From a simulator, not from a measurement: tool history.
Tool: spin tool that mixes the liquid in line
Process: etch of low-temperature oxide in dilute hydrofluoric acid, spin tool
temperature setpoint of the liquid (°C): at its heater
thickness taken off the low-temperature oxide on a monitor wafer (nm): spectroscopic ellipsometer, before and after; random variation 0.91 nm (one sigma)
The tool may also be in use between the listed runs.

run,hour,temperature setpoint of the liquid (°C),parts of water to one part of 49 % hydrofluoric acid (parts by volume),time under the liquid (s),thickness taken off the low-temperature oxide on a monitor wafer (nm)
1,0.0,24.0,140,265,40.441
2,5.1,24.0,165,265,32.619
3,7.1,24.0,165,285,35.540
4,12.7,24.0,130,285,47.125
5,18.3,25.0,120,285,53.012
6,23.4,22.5,120,285,47.691
7,27.3,23.5,115,285,52.838
8,31.6,24.5,110,285,56.989

Forecast run 9:
9,40.2,25.5,105,285,?

Run 9 gave thickness taken off the low-temperature oxide on a monitor wafer (nm) 63.228.

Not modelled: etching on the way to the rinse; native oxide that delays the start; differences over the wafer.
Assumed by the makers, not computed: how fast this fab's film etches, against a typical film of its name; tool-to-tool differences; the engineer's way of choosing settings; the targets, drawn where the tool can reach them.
